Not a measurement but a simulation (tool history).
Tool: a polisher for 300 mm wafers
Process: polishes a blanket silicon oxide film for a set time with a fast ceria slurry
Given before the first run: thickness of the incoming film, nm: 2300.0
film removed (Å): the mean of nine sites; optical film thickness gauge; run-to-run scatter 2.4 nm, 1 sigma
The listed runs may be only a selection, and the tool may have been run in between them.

run	hour	flow of slurry (ml/min)	pressure of the wafer on the pad (psi)	speed of the pad under the wafer (cm/s)	polishing time (s)	film removed (Å)
1	0.0	245	3.2	78	33	5433.7
2	1.6	245	3.2	78	29	4745.0
3	5.3	245	3.0	76	29	4447.9
4	10.9	245	3.0	68	29	3898.1
5	11.5	245	2.8	68	29	3829.0
6	17.9	245	2.8	52	29	2873.2
7	21.0	245	2.7	52	29	2863.7
8	22.4	245	2.6	52	29	2760.1
9	26.9	245	2.5	52	29	2726.8
10	27.7	245	2.4	52	29	2670.4
11	31.4	245	2.3	52	29	2559.1
12	33.1	245	2.2	52	29	2512.0

Run 13 is up next; what results do you expect?
13	40.8	245	2.1	52	29	?

Run 13 came out at film removed (Å) 2449.7.
